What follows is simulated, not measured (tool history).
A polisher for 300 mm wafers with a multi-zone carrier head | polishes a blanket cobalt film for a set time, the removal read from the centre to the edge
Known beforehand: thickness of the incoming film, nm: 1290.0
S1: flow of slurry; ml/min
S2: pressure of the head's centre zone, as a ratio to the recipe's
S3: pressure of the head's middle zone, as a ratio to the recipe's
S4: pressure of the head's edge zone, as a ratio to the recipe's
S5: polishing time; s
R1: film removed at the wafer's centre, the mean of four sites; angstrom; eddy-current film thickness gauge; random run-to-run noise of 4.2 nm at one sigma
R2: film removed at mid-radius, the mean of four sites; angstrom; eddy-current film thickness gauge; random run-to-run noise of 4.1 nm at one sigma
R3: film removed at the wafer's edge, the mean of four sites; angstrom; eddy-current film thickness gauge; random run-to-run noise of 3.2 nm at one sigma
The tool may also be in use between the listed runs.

run	hour	S1	S2	S3	S4	S5	R1	R2	R3
1	0	135	1	1	1	76	3658	3474.9	3636.7
2	2	135	0.97	1	1	76	3544.1	3516.2	3585.1
3	9.7	120	0.97	1	1	76	3511.7	3440.8	3576.5
4	14.6	120	0.97	1	1	84	3819.8	3797.2	3906.9
5	16.6	135	0.98	1	1.05	85	4029.6	3947	4155.7
6	23.2	135	0.9	1	1.05	85	3648	3926	4160.9
7	30.4	150	0.93	0.99	1.07	85	3988.2	3911.8	4217.5

Expected results for the next run?
8	35.7	185	0.91	1	1.17	87	?	?	?

R1: 4054.6 angstrom
R2: 4198 angstrom
R3: 4696 angstrom
